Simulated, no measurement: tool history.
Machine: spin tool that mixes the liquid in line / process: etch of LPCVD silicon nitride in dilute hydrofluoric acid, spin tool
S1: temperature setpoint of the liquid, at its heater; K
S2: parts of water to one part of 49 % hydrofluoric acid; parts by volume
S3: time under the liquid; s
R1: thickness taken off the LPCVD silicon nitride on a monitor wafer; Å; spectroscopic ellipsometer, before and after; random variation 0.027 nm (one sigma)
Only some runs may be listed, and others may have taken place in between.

Run 1, hour 0: S1 297.15 K, S2 80 parts by volume, S3 265 s. Result: R1 20.475 Å.
Run 2, hour 5.6: S1 300.65 K, S2 80 parts by volume, S3 265 s. Result: R1 24.962 Å.
Run 3, hour 11.8: S1 300.65 K, S2 95 parts by volume, S3 265 s. Result: R1 22.445 Å.
Run 4, hour 20.2: S1 300.65 K, S2 80 parts by volume, S3 265 s. Result: R1 26.367 Å.
Run 5, hour 23: S1 297.65 K, S2 80 parts by volume, S3 265 s. Result: R1 21.025 Å.
Run 6, hour 30: S1 297.65 K, S2 65 parts by volume, S3 265 s. Result: R1 26.097 Å.
Run 7, hour 34.5: S1 297.65 K, S2 65 parts by volume, S3 265 s. Result: R1 26.619 Å.

Run 8 has not been measured yet. What should we expect?
Run 8, hour 37.6: S1 293.65 K, S2 80 parts by volume, S3 265 s. Result: R1 ?.

Run 8 measured R1 16.045 Å.
